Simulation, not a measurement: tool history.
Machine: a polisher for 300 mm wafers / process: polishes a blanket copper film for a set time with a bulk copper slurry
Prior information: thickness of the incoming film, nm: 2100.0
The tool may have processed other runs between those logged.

run  hour  flow of slurry (ml/min)  pressure of the wafer on the pad (kPa)  speed of the pad under the wafer (m/s)  abrasive content of the slurry  polishing time (s)  film removed (Å)
  1   0.0                      275                                    19.3                                    1.04                             1.0                  51            3978.1
  2   4.7                      275                                    19.3                                    1.04                             1.0                  46            3653.0
  3  10.2                      275                                    19.3                                    1.20                             1.0                  46            4149.4
  4  14.6                      275                                    19.3                                    1.20                             1.0                  46            4110.8
  5  15.2                      275                                    22.1                                    1.20                             1.0                  46            4730.9
  6  22.3                      275                                    22.1                                    1.44                             1.0                  46            5596.7
  7  27.7                      265                                    16.5                                    1.42                             1.0                  46            4158.4

Estimate the outcome of run 8 from the log above:
  8  34.7                      260                                    11.0                                    1.40                             1.0                  46                 ?

{"run 8": {"film removed (Å)": 2795.5}}
